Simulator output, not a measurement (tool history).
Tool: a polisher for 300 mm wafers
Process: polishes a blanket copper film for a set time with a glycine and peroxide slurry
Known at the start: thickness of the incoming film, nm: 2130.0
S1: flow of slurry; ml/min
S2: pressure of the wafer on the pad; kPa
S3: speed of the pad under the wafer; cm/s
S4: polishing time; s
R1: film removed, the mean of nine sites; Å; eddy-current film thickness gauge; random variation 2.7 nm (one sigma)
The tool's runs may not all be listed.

| run | hour | S1 | S2 | S3 | S4 | R1 |
|---|---|---|---|---|---|---|
| 1 | 0.0 | 175 | 15.2 | 82 | 106 | 3339.8 |
| 2 | 7.5 | 175 | 15.2 | 82 | 106 | 3312.5 |
| 3 | 14.4 | 175 | 18.6 | 82 | 106 | 3887.4 |
| 4 | 20.0 | 180 | 18.6 | 82 | 106 | 3898.3 |
| 5 | 25.6 | 180 | 18.6 | 74 | 106 | 3623.6 |
| 6 | 31.1 | 185 | 19.3 | 74 | 106 | 3767.8 |
| 7 | 34.6 | 190 | 19.3 | 74 | 106 | 3716.2 |

Forecast run 8:
| 8 | 35.5 | 190 | 20.0 | 74 | 106 | ? |

R1: 3812.9 Å
